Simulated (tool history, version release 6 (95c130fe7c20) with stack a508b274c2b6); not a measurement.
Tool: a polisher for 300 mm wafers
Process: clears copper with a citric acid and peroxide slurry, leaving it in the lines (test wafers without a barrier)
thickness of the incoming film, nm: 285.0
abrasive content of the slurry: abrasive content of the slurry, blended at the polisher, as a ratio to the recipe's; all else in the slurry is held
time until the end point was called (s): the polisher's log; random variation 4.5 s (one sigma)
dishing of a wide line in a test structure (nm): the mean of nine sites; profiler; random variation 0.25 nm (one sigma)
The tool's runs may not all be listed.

run	hour	flow of slurry (ml/min)	pressure of the wafer on the pad (psi)	speed of the pad under the wafer (cm/s)	abrasive content of the slurry	overpolish time after the end point (s)	time until the end point was called (s)	dishing of a wide line in a test structure (nm)
1	0.0	305	2.1	114	1.0	15	164.91	18.274
2	9.0	305	1.8	112	1.0	17	189.05	17.488
3	18.0	305	1.6	110	1.0	19	216.40	17.893
4	25.8	305	1.5	110	1.0	20	221.59	17.789
5	32.9	305	1.5	120	1.0	20	201.92	19.034
6	39.9	305	1.5	120	1.0	17	209.40	16.433
7	43.8	305	1.4	118	1.0	19	219.74	17.601
8	50.3	305	1.3	116	1.0	20	235.41	17.100
9	51.2	305	1.2	114	1.0	21	250.08	17.030
10	56.9	305	1.2	114	1.0	21	255.74	16.820

Run 11 comes next. What will it give?
11	63.4	305	1.1	114	1.0	22	?	?

Run 11 gave time until the end point was called (s) 266.00, dishing of a wide line in a test structure (nm) 16.355.

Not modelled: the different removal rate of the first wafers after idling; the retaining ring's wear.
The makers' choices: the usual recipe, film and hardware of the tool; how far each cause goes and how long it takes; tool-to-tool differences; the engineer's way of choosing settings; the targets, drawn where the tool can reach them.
